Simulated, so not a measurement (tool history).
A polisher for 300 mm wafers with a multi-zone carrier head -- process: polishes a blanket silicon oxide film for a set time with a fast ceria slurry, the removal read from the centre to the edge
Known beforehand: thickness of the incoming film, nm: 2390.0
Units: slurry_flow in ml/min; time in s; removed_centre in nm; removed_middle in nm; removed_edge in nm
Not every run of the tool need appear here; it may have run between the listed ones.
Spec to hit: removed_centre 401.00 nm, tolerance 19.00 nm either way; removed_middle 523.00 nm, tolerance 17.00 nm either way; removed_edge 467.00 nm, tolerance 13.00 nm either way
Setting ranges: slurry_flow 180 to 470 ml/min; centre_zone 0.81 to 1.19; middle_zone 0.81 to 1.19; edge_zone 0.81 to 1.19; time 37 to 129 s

run  hour  slurry_flow  centre_zone  middle_zone  edge_zone  time  removed_centre  removed_middle  removed_edge
  1   0.0          300         1.00         1.00       1.00    83          674.59          682.00        674.46
  2   4.3          300         1.07         1.00       1.00    83          711.39          683.41        664.20
  3   7.0          300         1.07         1.05       1.00    83          718.35          693.71        677.53
  4  13.3          300         1.07         1.05       0.94    83          711.03          711.84        648.88
  5  20.9          300         1.07         1.01       0.94    83          705.48          674.68        649.50
  6  21.7          290         1.02         1.02       0.93    78          642.81          637.94        616.66
  7  22.7          290         0.92         1.12       0.93    55          408.45          485.58        428.87
  8  28.9          295         0.91         1.13       0.95    56          406.76          500.16        437.06
  9  29.9          300         0.90         1.13       0.97    56          404.07          511.68        450.37
 10  37.2          305         0.90         1.13       0.98    56          392.93          504.23        452.34
 11  44.7          315         0.91         1.16       1.01    58          426.49          534.88        469.96
 12  52.4          310         0.90         1.16       1.01    58          412.88          526.50        471.60

Which one of the following 5 next-run settings gets every result inside its allowed miss? There is exactly one.
  A  60.1          240         0.85         1.08       1.14    59               ?               ?             ?
  B  60.1          265         0.96         1.13       1.06    58               ?               ?             ?
  C  60.1          295         0.83         1.17       1.15    59               ?               ?             ?
  D  60.1          310         0.93         1.13       1.02    59               ?               ?             ?
  E  60.1          450         0.87         1.16       1.06    55               ?               ?             ?

move  removed_centre  removed_middle  removed_edge
   A          384.99          489.77        489.93
   B          432.85          503.69        471.33
   C          385.12          532.35        499.16
   D          433.74          520.30        477.88
   E          390.34          509.47        462.09
A: brings the result that was furthest off to its target, and leaves another outside
B: moves away from the targets compared with the last run
C: brings the result that was furthest off to its target, and leaves another outside
D: moves away from the targets compared with the last run
E: all results in spec
Correct choice: E, which meets every target
